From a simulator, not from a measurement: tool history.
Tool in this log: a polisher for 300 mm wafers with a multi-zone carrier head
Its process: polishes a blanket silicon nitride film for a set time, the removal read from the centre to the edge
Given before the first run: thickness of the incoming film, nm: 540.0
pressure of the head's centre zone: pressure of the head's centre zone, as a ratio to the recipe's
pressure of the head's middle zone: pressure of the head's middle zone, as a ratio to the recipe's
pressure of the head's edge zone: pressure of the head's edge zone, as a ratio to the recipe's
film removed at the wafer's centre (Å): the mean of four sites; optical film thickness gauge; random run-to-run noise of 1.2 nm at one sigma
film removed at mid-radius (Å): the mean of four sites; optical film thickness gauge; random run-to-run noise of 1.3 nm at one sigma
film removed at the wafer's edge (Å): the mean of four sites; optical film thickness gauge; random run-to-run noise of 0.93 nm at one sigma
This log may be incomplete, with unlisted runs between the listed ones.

run,hour,flow of slurry (ml/min),pressure of the head's centre zone,pressure of the head's middle zone,pressure of the head's edge zone,polishing time (s),film removed at the wafer's centre (Å),film removed at mid-radius (Å),film removed at the wafer's edge (Å)
1,0.0,190,1.00,1.00,1.00,54,1203.9,1208.3,1163.50
2,6.8,190,1.00,1.00,0.96,54,1221.3,1223.8,1157.50
3,8.9,190,1.00,1.00,0.91,54,1207.8,1236.9,1111.70
4,16.2,190,0.97,1.00,0.91,54,1147.6,1247.2,1121.10
5,17.1,190,1.03,1.00,0.91,54,1267.3,1234.5,1119.60
6,25.0,190,1.03,1.01,0.89,50,1131.8,1115.1,1022.10

What will run 7 give?
7,30.5,190,1.04,1.04,0.87,47,?,?,?

film removed at the wafer's centre (Å): 1098.1
film removed at mid-radius (Å): 1078.5
film removed at the wafer's edge (Å): 938.36
